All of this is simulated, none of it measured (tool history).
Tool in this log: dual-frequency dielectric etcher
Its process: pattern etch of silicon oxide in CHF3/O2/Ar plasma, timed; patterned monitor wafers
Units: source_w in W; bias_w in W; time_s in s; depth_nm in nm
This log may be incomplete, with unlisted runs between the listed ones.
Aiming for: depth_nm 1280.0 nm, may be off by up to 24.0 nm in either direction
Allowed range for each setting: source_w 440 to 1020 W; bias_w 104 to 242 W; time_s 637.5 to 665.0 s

run,hour,source_w,bias_w,time_s,depth_nm
1,0.0,730,173,637.5,1535.4
2,2.5,860,173,637.5,1630.9
3,7.1,760,173,637.5,1548.3
4,14.4,820,173,637.5,1586.4
5,23.2,750,164,637.5,1506.3
6,29.9,630,164,637.5,1420.7
7,33.3,590,162,637.5,1364.8
8,36.9,570,161,637.5,1349.7
9,43.7,550,160,637.5,1320.8
10,48.7,540,160,637.5,1323.9
11,55.0,530,160,637.5,1307.3

Which single option among these 5 for the next run brings every result within its allowed miss of target? Just one does.
A,61.3,570,141,656.0,?
B,61.3,440,178,646.5,?
C,61.3,550,136,663.5,?
D,61.3,640,132,637.5,?
E,61.3,560,145,654.5,?

move,depth_nm
A,1345.5
B,1285.8
C,1328.8
D,1342.9
E,1343.8
A: further off than the last run
B: every result lands within tolerance
C: further off than the last run
D: further off than the last run
E: further off than the last run
The move that meets every target is B.
